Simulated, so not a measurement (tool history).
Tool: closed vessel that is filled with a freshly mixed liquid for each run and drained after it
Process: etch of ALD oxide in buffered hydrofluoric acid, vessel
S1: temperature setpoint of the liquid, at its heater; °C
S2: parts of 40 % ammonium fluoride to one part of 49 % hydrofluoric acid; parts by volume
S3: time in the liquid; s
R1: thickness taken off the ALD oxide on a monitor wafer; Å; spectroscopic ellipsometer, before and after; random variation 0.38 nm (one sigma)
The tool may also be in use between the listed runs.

run	hour	S1	S2	S3	R1
1	0.0	21.0	9.5	30	878.84
2	6.0	19.5	10.5	30	748.86
3	10.1	22.5	10.5	30	880.65
4	17.7	22.5	12.0	30	773.53
5	20.8	22.5	13.5	30	685.58
6	22.8	21.0	13.5	30	637.41
7	31.4	20.0	13.5	30	603.75
8	40.3	19.5	13.5	30	583.11

The next listed run, before its measurement:
9	43.1	19.0	13.5	30	?

R1: 564.38 Å
